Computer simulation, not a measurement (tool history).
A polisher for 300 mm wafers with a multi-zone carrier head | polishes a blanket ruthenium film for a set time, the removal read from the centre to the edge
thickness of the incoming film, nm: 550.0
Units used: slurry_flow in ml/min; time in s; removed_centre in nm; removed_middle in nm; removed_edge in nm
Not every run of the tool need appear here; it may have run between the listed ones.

| run | hour | slurry_flow | centre_zone | middle_zone | edge_zone | time | removed_centre | removed_middle | removed_edge |
|---|---|---|---|---|---|---|---|---|---|
| 1 | 0.0 | 140 | 1.00 | 1.00 | 1.00 | 57 | 70.405 | 75.144 | 73.928 |
| 2 | 6.9 | 140 | 1.00 | 0.94 | 1.00 | 57 | 69.381 | 72.583 | 76.858 |
| 3 | 10.0 | 140 | 1.08 | 0.94 | 1.00 | 57 | 76.318 | 71.564 | 76.212 |
| 4 | 17.4 | 150 | 1.05 | 0.97 | 1.02 | 60 | 77.958 | 78.571 | 79.687 |
|  | 21.3 | centre zone pressure recalibrated |
| 5 | 21.3 | 150 | 1.05 | 0.97 | 1.02 | 50 | 69.543 | 65.655 | 68.245 |
| 6 | 24.9 | 150 | 1.05 | 0.97 | 1.02 | 36 | 49.962 | 46.996 | 48.659 |
| 7 | 33.3 | 150 | 1.02 | 1.00 | 1.04 | 42 | 56.225 | 56.038 | 57.393 |
| 8 | 34.6 | 155 | 1.00 | 1.03 | 1.06 | 46 | 60.513 | 63.349 | 62.729 |
| 9 | 38.1 | 155 | 0.98 | 1.05 | 1.08 | 50 | 65.285 | 71.100 | 69.653 |
| 10 | 46.0 | 195 | 0.90 | 1.15 | 1.18 | 65 | 79.242 | 102.050 | 96.215 |
| 11 | 47.8 | 200 | 0.90 | 1.16 | 1.17 | 66 | 80.973 | 104.930 | 98.826 |
| 12 | 55.0 | 200 | 0.90 | 1.17 | 1.16 | 67 | 83.235 | 105.250 | 99.373 |
| 13 | 58.6 | 205 | 0.89 | 1.17 | 1.15 | 68 | 82.919 | 109.330 | 100.900 |
| 14 | 65.6 | 205 | 0.89 | 1.17 | 1.14 | 68 | 82.998 | 108.740 | 98.791 |

Run 15, settings as shown, results not yet in. Your forecast:
| 15 | 69.0 | 210 | 0.89 | 1.18 | 1.14 | 69 | ? | ? | ? |

{"run 15": {"removed_centre": 85.573, "removed_middle": 112.96, "removed_edge": 99.363}}
